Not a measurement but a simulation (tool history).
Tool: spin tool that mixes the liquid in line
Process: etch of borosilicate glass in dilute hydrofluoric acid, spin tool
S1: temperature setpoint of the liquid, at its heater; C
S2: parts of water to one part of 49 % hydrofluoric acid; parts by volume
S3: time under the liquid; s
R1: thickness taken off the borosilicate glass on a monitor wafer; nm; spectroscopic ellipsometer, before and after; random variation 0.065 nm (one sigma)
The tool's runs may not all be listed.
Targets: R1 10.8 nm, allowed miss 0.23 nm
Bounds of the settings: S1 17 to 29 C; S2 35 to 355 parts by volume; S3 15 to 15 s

{"run": 1, "hour": 0.0, "S1": 21, "S2": 195, "S3": 15, "R1": 3.1212}
{"run": 2, "hour": 3.8, "S1": 22, "S2": 175, "S3": 15, "R1": 3.6547}
{"run": 3, "hour": 7.6, "S1": 22, "S2": 115, "S3": 15, "R1": 5.9965}
{"run": 4, "hour": 16.1, "S1": 23, "S2": 110, "S3": 15, "R1": 6.5126}
{"run": 5, "hour": 21.9, "S1": 24, "S2": 105, "S3": 15, "R1": 7.1885}
{"run": 6, "hour": 26.3, "S1": 27, "S2": 105, "S3": 15, "R1": 7.935}
{"run": 7, "hour": 29.2, "S1": 27.5, "S2": 100, "S3": 15, "R1": 8.6955}
{"run": 8, "hour": 31.2, "S1": 27.5, "S2": 95, "S3": 15, "R1": 9.2302}
{"run": 9, "hour": 34.4, "S1": 28.5, "S2": 90, "S3": 15, "R1": 10.092}
{"run": 10, "hour": 39.7, "S1": 29, "S2": 85, "S3": 15, "R1": 11.042}

5 next moves are on the table. One of them brings every result within its allowed miss. Which?
{"run": "A", "hour": 45.0, "S1": 26.5, "S2": 80, "S3": 15, "R1": "?"}
{"run": "B", "hour": 45.0, "S1": 29, "S2": 90, "S3": 15, "R1": "?"}
{"run": "C", "hour": 45.0, "S1": 28, "S2": 80, "S3": 15, "R1": "?"}
{"run": "D", "hour": 45.0, "S1": 24.5, "S2": 70, "S3": 15, "R1": "?"}
{"run": "E", "hour": 45.0, "S1": 27.5, "S2": 85, "S3": 15, "R1": "?"}

move=A R1=10.622
move=B R1=10.26
move=C R1=11.263
move=D R1=11.359
move=E R1=10.325
A: meets every target
B: takes the result that was furthest off past its target
C: further off than the last run
D: further off than the last run
E: takes the result that was furthest off past its target
The right move is A.
